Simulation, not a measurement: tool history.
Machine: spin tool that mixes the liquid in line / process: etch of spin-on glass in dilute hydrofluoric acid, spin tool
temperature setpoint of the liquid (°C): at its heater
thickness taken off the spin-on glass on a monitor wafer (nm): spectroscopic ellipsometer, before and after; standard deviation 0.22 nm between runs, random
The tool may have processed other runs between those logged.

run    day  temperature setpoint of the liquid (°C)  parts of water to one part of 49 % hydrofluoric acid (parts by volume)  time under the liquid (s)  thickness taken off the spin-on glass on a monitor wafer (nm)
  1  0.000                                     22.0                                                                      65                         60                                                         27.084
  2  0.283                                     22.0                                                                      45                         60                                                         40.303
  3  0.488                                     23.0                                                                      45                         60                                                         41.950
  4  0.650                                     23.0                                                                      45                         65                                                         45.339
  5  0.921                                     24.0                                                                      45                         65                                                         47.623
  6  1.258                                     24.0                                                                      45                         65                                                         47.442
  7  1.604                                     24.5                                                                      45                         65                                                         48.304
  8  1.775                                     25.0                                                                      45                         65                                                         49.552

Run 9 is up next; what results do you expect?
  9  2.021                                     25.0                                                                      45                         65                                                              ?

thickness taken off the spin-on glass on a monitor wafer (nm): 49.542
